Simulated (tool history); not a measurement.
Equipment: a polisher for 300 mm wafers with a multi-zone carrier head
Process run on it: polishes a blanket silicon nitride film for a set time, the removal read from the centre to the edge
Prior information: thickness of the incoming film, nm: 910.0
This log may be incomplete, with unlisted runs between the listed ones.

run,hour,flow of slurry (ml/min),pressure of the head's centre zone,pressure of the head's middle zone,pressure of the head's edge zone,polishing time (s),film removed at the wafer's centre (nm),film removed at mid-radius (nm),film removed at the wafer's edge (nm)
1,0.0,160,1.00,1.00,1.00,71,124.73,127.42,129.91
2,6.9,185,1.00,1.00,1.00,71,132.29,135.36,132.71
3,10.8,185,1.00,1.00,0.93,71,128.45,130.33,126.90
4,14.4,155,1.00,1.00,0.93,71,128.30,128.69,124.14
5,21.1,170,0.99,1.04,1.00,74,132.04,138.64,137.00
6,29.7,185,0.98,1.08,1.05,76,137.43,150.04,145.35
7,34.2,195,0.96,1.09,1.09,78,138.26,157.42,151.59
8,37.4,200,0.95,1.09,1.12,80,143.09,163.28,156.60
9,38.2,195,0.94,1.09,1.14,82,143.09,164.27,164.80

Run 10 is up next; what results do you expect?
10,45.4,200,0.93,1.10,1.15,82,?,?,?

{"run 10": {"film removed at the wafer's centre (nm)": 143.11, "film removed at mid-radius (nm)": 167.91, "film removed at the wafer's edge (nm)": 161.89}}

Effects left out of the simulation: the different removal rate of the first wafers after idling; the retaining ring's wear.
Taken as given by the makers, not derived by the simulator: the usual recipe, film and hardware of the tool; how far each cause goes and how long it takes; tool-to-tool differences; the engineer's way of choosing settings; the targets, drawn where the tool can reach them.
